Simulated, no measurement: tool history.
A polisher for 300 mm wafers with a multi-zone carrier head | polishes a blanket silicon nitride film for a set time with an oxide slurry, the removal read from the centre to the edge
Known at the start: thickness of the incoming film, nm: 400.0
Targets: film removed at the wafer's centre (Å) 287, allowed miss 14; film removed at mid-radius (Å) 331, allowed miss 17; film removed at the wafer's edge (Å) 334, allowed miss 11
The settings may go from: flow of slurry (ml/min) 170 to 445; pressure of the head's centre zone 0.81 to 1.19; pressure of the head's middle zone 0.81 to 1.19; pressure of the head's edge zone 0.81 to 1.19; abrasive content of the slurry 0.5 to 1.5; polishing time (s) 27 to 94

| run | hour | flow of slurry (ml/min) | pressure of the head's centre zone | pressure of the head's middle zone | pressure of the head's edge zone | abrasive content of the slurry | polishing time (s) | film removed at the wafer's centre (Å) | film removed at mid-radius (Å) | film removed at the wafer's edge (Å) |
|---|---|---|---|---|---|---|---|---|---|---|
| 1 | 0 | 285 | 1 | 1 | 1 | 1 | 60 | 346.78 | 367.72 | 388.83 |
| 2 | 1.9 | 330 | 1 | 1 | 1 | 1 | 60 | 354.61 | 376.2 | 391.11 |
| 3 | 6.8 | 285 | 1 | 1 | 1 | 1 | 60 | 346.2 | 377.75 | 387.08 |
| 4 | 7.6 | 285 | 1 | 1 | 1 | 1.1 | 60 | 360.43 | 379.2 | 403.89 |
| 5 | 13.7 | 285 | 1 | 1 | 1 | 1.1 | 51 | 303.27 | 321.02 | 337.45 |
| 6 | 19.6 | 285 | 1 | 0.92 | 1 | 1.1 | 51 | 309.13 | 307.02 | 344.42 |
|  | 20.9 | centre zone pressure recalibrated |
| 7 | 20.9 | 280 | 0.93 | 1.02 | 0.95 | 1.15 | 51 | 313.61 | 340.22 | 327.63 |
| 8 | 22 | 275 | 0.92 | 1.02 | 0.97 | 1.15 | 51 | 308.37 | 344.21 | 338.34 |

4 next moves are on the table. One of them brings every result within its allowed miss. Which?
| A | 23.1 | 340 | 0.88 | 1.02 | 0.99 | 1.1 | 50 | ? | ? | ? |
| B | 23.1 | 220 | 0.84 | 1.15 | 0.9 | 1.4 | 50 | ? | ? | ? |
| C | 23.1 | 240 | 0.92 | 1.08 | 0.96 | 1.05 | 50 | ? | ? | ? |
| D | 23.1 | 325 | 0.81 | 1.13 | 1.02 | 0.9 | 55 | ? | ? | ? |

| move | film removed at the wafer's centre (Å) | film removed at mid-radius (Å) | film removed at the wafer's edge (Å) |
|---|---|---|---|
| A | 285.94 | 331.56 | 337.38 |
| B | 280.81 | 379.77 | 336.7 |
| C | 282.71 | 330.1 | 317.85 |
| D | 268.45 | 369.32 | 349.07 |
A: meets every target
B: brings the result that was furthest off to its target, and leaves another outside
C: brings the result that was furthest off to its target, and leaves another outside
D: takes the result that was furthest off past its target
Move A is the one to make.
